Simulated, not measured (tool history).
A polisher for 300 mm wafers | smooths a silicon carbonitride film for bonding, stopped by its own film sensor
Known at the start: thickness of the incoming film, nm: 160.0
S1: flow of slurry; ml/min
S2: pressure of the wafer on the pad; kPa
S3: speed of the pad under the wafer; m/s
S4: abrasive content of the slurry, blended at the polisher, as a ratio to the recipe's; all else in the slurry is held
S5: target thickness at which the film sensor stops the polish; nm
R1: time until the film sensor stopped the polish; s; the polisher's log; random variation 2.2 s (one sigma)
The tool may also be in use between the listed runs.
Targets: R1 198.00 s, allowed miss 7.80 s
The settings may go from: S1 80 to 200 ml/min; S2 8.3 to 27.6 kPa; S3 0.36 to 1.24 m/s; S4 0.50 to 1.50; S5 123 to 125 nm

run	hour	S1	S2	S3	S4	S5	R1
1	0.0	130	17.9	0.80	1.00	125	131.02
2	7.2	100	17.9	0.80	1.00	125	137.30
3	13.5	100	15.9	0.80	1.00	125	149.36
4	20.9	100	13.8	0.80	1.00	125	165.16
5	28.7	100	12.4	0.80	1.00	125	176.00
6	30.3	125	12.4	0.80	1.00	125	168.34
7	38.7	120	11.7	0.80	1.00	125	175.96
8	39.7	115	11.0	0.80	1.00	125	184.72

Which of these 5 next moves meets every target?
A	40.7	110	10.3	0.82	1.05	123	?
B	40.7	115	9.0	0.78	1.15	123	?
C	40.7	130	12.4	0.72	1.05	125	?
D	40.7	115	9.0	0.92	1.15	124	?
E	40.7	165	8.3	0.96	1.35	125	?

move	R1
A	193.73
B	208.89
C	176.97
D	179.00
E	157.04
A: meets every target
B: takes the result that was furthest off past its target
C: further off than the last run
D: further off than the last run
E: further off than the last run
The right move is A.
